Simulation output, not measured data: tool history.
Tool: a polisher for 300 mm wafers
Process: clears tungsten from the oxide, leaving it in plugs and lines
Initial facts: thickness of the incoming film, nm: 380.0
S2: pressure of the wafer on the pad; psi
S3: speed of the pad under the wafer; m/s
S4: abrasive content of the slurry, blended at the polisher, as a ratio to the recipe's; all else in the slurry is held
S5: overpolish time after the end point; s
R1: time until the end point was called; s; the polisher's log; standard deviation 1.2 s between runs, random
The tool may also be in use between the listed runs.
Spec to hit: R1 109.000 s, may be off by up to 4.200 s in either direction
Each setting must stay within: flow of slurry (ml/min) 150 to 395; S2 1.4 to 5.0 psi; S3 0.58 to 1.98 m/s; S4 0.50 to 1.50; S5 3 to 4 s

Run 1, hour 0.0: flow of slurry (ml/min) 250, S2 3.2 psi, S3 1.28 m/s, S4 1.00, S5 4 s. Result: R1 90.681 s.
Run 2, hour 9.1: flow of slurry (ml/min) 250, S2 3.1 psi, S3 1.28 m/s, S4 1.00, S5 4 s. Result: R1 95.170 s.
Run 3, hour 11.2: flow of slurry (ml/min) 250, S2 3.1 psi, S3 1.28 m/s, S4 1.00, S5 3 s. Result: R1 93.494 s.
Run 4, hour 14.7: flow of slurry (ml/min) 250, S2 3.1 psi, S3 1.28 m/s, S4 1.00, S5 3 s. Result: R1 93.357 s.
Run 5, hour 19.2: flow of slurry (ml/min) 250, S2 3.1 psi, S3 1.46 m/s, S4 1.00, S5 3 s. Result: R1 83.573 s.
At hour 22.0: slurry tank refilled with fresh slurry and peroxide.
Run 6, hour 22.0: flow of slurry (ml/min) 250, S2 3.1 psi, S3 1.46 m/s, S4 1.00, S5 3 s. Result: R1 65.746 s.
Run 7, hour 24.9: flow of slurry (ml/min) 250, S2 2.8 psi, S3 1.46 m/s, S4 1.00, S5 3 s. Result: R1 74.811 s.
Run 8, hour 29.7: flow of slurry (ml/min) 250, S2 2.6 psi, S3 1.40 m/s, S4 1.00, S5 3 s. Result: R1 83.304 s.
Run 9, hour 31.2: flow of slurry (ml/min) 250, S2 2.4 psi, S3 1.36 m/s, S4 1.00, S5 3 s. Result: R1 90.512 s.
Run 10, hour 39.0: flow of slurry (ml/min) 250, S2 1.7 psi, S3 1.34 m/s, S4 1.00, S5 3 s. Result: R1 129.410 s.
Run 11, hour 47.4: flow of slurry (ml/min) 250, S2 1.8 psi, S3 1.34 m/s, S4 1.00, S5 3 s. Result: R1 123.610 s.
Run 12, hour 51.8: flow of slurry (ml/min) 250, S2 1.9 psi, S3 1.34 m/s, S4 1.00, S5 3 s. Result: R1 115.640 s.

Consider the 4 candidate settings below. Which is the only one whose results all fall within their allowed miss of target?
Run A, hour 56.2: flow of slurry (ml/min) 235, S2 2.7 psi, S3 0.96 m/s, S4 1.20, S5 4 s. Result: R1 ?.
Run B, hour 56.2: flow of slurry (ml/min) 280, S2 2.1 psi, S3 1.26 m/s, S4 0.75, S5 4 s. Result: R1 ?.
Run C, hour 56.2: flow of slurry (ml/min) 260, S2 1.9 psi, S3 1.30 m/s, S4 0.95, S5 3 s. Result: R1 ?.
Run D, hour 56.2: flow of slurry (ml/min) 220, S2 1.6 psi, S3 1.52 m/s, S4 1.00, S5 3 s. Result: R1 ?.

move       R1
   A  109.000
   B  121.150
   C  120.840
   D  122.710
A: every result within its allowed miss
B: misses by more than the last run did
C: misses by more than the last run did
D: misses by more than the last run did
A meets every target.
